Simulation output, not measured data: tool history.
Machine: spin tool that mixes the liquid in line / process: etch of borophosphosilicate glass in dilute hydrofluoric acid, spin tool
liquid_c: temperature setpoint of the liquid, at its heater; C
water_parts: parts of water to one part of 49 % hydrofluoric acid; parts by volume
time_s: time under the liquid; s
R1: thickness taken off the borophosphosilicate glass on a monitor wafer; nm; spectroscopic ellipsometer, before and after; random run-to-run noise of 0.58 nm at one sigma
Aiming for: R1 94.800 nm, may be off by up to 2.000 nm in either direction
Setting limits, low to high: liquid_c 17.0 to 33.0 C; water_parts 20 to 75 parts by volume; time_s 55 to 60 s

{"run": 1, "hour": 0.0, "liquid_c": 25.0, "water_parts": 45, "time_s": 55, "R1": 70.722}
{"run": 2, "hour": 6.5, "liquid_c": 23.0, "water_parts": 45, "time_s": 55, "R1": 64.696}
{"run": 3, "hour": 11.3, "liquid_c": 23.0, "water_parts": 35, "time_s": 55, "R1": 84.801}
{"run": 4, "hour": 17.7, "liquid_c": 23.5, "water_parts": 35, "time_s": 55, "R1": 86.296}
{"run": 5, "hour": 26.3, "liquid_c": 23.5, "water_parts": 45, "time_s": 55, "R1": 66.615}
{"run": 6, "hour": 27.7, "liquid_c": 26.5, "water_parts": 45, "time_s": 55, "R1": 75.996}
{"run": 7, "hour": 31.7, "liquid_c": 28.0, "water_parts": 45, "time_s": 55, "R1": 79.131}
{"run": 8, "hour": 40.0, "liquid_c": 29.5, "water_parts": 45, "time_s": 55, "R1": 84.653}
{"run": 9, "hour": 45.9, "liquid_c": 30.5, "water_parts": 45, "time_s": 55, "R1": 88.283}
{"run": 10, "hour": 52.4, "liquid_c": 31.0, "water_parts": 45, "time_s": 55, "R1": 89.935}
{"hour": 54.7, "done": "hydrofluoric acid flow meter replaced"}
{"run": 11, "hour": 54.7, "liquid_c": 31.5, "water_parts": 45, "time_s": 55, "R1": 83.956}

Exercise: of the 4 proposed moves below, exactly one satisfies all targets within the stated allowed misses. Which move is it?
{"run": "A", "hour": 57.0, "liquid_c": 33.0, "water_parts": 55, "time_s": 55, "R1": "?"}
{"run": "B", "hour": 57.0, "liquid_c": 31.0, "water_parts": 40, "time_s": 55, "R1": "?"}
{"run": "C", "hour": 57.0, "liquid_c": 28.0, "water_parts": 40, "time_s": 60, "R1": "?"}
{"run": "D", "hour": 57.0, "liquid_c": 31.0, "water_parts": 45, "time_s": 60, "R1": "?"}

move=A R1=72.910
move=B R1=95.064
move=C R1=92.041
move=D R1=91.451
A: further off than the last run
B: every result lands within tolerance
C: closes in on the targets versus the last run, not all within tolerance yet
D: closes in on the targets versus the last run, not all within tolerance yet
The right move is B.

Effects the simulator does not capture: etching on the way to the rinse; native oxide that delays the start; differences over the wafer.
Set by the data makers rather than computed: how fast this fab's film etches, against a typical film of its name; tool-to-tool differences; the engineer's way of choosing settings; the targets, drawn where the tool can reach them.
